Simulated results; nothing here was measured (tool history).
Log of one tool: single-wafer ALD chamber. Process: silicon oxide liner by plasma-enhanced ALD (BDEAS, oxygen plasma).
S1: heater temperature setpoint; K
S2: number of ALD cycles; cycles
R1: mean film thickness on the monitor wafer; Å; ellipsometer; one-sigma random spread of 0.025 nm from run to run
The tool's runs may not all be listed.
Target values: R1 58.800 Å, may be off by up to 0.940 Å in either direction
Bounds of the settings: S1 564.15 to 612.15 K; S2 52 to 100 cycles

run,hour,S1,S2,R1
1,0.0,588.15,76,73.289
2,0.9,595.15,76,71.729
3,2.4,598.15,72,67.276
4,7.7,602.15,72,67.772
5,9.6,602.15,69,64.502
6,15.3,603.15,67,62.561
7,20.7,603.15,66,61.551
8,27.1,603.15,65,60.889
9,31.5,603.15,64,59.893

Consider the 5 candidate settings below. Which is the only one whose results all fall within their allowed miss of target?
A,35.9,612.15,67,?
B,35.9,606.15,63,?
C,35.9,603.15,66,?
D,35.9,606.15,66,?
E,35.9,610.15,67,?

move,R1
A,61.425
B,58.345
C,61.430
D,61.123
E,61.633
A: the biggest miss grows against the last run
B: every result within its allowed miss
C: the biggest miss grows against the last run
D: the biggest miss grows against the last run
E: the biggest miss grows against the last run
Answer: B
